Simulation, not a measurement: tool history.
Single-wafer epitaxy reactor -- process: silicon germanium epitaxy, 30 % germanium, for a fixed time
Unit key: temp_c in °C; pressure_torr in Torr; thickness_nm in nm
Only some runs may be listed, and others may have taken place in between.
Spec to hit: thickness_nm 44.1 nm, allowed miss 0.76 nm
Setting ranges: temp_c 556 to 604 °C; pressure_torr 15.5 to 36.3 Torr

run,hour,temp_c,pressure_torr,thickness_nm
1,0,580,25.9,41.007
2,3.9,580,21.9,36.925
3,7.1,573,21.9,31.905
4,10.9,577,21.9,35.024
5,11.8,577,23.9,36.894
6,20.3,579,23.9,38.228
7,29,581,23.9,39.539
8,37.9,582,23.9,40.462
9,44.4,583,23.9,41.36
10,50.1,584,23.9,42.047

Consider the 4 candidate settings below. Which is the only one whose results all fall within their allowed miss of target?
A,55.8,587,21.2,?
B,55.8,591,17.5,?
C,55.8,594,19.4,?
D,55.8,573,32.9,?

move,thickness_nm
A,41.138
B,38.53
C,43.999
D,41.087
A: lands further from the targets than the last run did
B: lands further from the targets than the last run did
C: all results in spec
D: lands further from the targets than the last run did
The right move is C.
